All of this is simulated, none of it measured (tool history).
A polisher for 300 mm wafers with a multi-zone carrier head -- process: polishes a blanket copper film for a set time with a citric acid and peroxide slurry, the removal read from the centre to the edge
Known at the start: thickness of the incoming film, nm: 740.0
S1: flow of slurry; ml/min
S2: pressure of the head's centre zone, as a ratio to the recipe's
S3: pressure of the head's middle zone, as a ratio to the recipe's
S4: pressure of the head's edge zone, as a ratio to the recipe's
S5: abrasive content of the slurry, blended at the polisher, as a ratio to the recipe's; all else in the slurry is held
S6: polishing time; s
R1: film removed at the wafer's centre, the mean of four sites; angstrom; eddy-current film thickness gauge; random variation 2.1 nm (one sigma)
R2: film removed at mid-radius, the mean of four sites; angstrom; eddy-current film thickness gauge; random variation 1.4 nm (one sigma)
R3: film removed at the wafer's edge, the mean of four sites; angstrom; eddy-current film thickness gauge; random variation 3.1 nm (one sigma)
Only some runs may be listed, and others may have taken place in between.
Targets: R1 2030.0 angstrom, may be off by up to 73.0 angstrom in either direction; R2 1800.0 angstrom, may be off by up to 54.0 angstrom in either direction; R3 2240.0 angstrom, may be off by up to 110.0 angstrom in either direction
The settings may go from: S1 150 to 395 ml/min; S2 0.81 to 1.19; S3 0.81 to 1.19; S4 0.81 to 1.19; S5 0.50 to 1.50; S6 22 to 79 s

| run | hour | S1 | S2 | S3 | S4 | S5 | S6 | R1 | R2 | R3 |
|---|---|---|---|---|---|---|---|---|---|---|
| 1 | 0.0 | 250 | 1.00 | 1.00 | 1.00 | 1.00 | 50 | 1433.3 | 1437.2 | 1526.4 |
| 2 | 2.4 | 250 | 1.00 | 1.00 | 1.00 | 1.00 | 44 | 1257.3 | 1243.8 | 1328.1 |
| 3 | 9.0 | 250 | 1.01 | 0.98 | 1.04 | 1.10 | 48 | 1414.9 | 1358.0 | 1468.0 |
| 4 | 16.4 | 240 | 0.99 | 0.94 | 1.06 | 1.15 | 53 | 1532.1 | 1477.7 | 1690.0 |
| 5 | 20.4 | 240 | 0.99 | 0.94 | 1.06 | 1.25 | 53 | 1572.1 | 1489.6 | 1666.1 |
| 6 | 28.6 | 240 | 0.99 | 0.92 | 1.08 | 1.30 | 56 | 1653.4 | 1565.8 | 1787.6 |
| 7 | 30.1 | 240 | 0.99 | 0.90 | 1.10 | 1.30 | 58 | 1723.5 | 1599.1 | 1825.2 |
| 8 | 33.8 | 220 | 0.99 | 0.88 | 1.12 | 1.35 | 61 | 1795.1 | 1644.3 | 1971.1 |
| 9 | 37.4 | 220 | 0.99 | 0.88 | 1.12 | 1.35 | 61 | 1795.4 | 1654.7 | 2031.8 |
| 10 | 41.0 | 210 | 1.00 | 0.89 | 1.13 | 1.40 | 62 | 1828.4 | 1686.4 | 2040.5 |
| 11 | 43.5 | 210 | 1.00 | 0.89 | 1.13 | 1.40 | 62 | 1842.9 | 1668.9 | 2030.7 |
| 12 | 51.8 | 215 | 1.00 | 0.88 | 1.14 | 1.40 | 63 | 1898.9 | 1700.6 | 2146.9 |
| 13 | 54.3 | 225 | 1.00 | 0.89 | 1.14 | 1.40 | 63 | 1901.5 | 1762.9 | 2101.6 |

5 candidate next runs follow, results not yet known. Just one meets every target within its allowed miss. Identify it.
| A | 56.8 | 210 | 1.15 | 0.95 | 1.11 | 1.45 | 61 | ? | ? | ? |
| B | 56.8 | 395 | 1.18 | 1.00 | 0.99 | 1.50 | 57 | ? | ? | ? |
| C | 56.8 | 205 | 1.00 | 0.83 | 1.12 | 1.25 | 70 | ? | ? | ? |
| D | 56.8 | 220 | 0.97 | 0.91 | 1.14 | 1.35 | 61 | ? | ? | ? |
| E | 56.8 | 255 | 0.97 | 0.96 | 1.12 | 1.50 | 62 | ? | ? | ? |

| move | R1 | R2 | R3 |
|---|---|---|---|
| A | 2022.6 | 1755.5 | 1983.7 |
| B | 2050.7 | 1796.4 | 1827.3 |
| C | 2017.2 | 1790.0 | 2231.8 |
| D | 1750.0 | 1691.9 | 1994.4 |
| E | 1835.9 | 1839.2 | 2062.2 |
A: corrects the largest miss of the last run, while another result sits out of spec
B: corrects the largest miss of the last run, while another result sits out of spec
C: hits every target within its allowed miss
D: moves away from the targets compared with the last run
E: moves away from the targets compared with the last run
C meets every target.
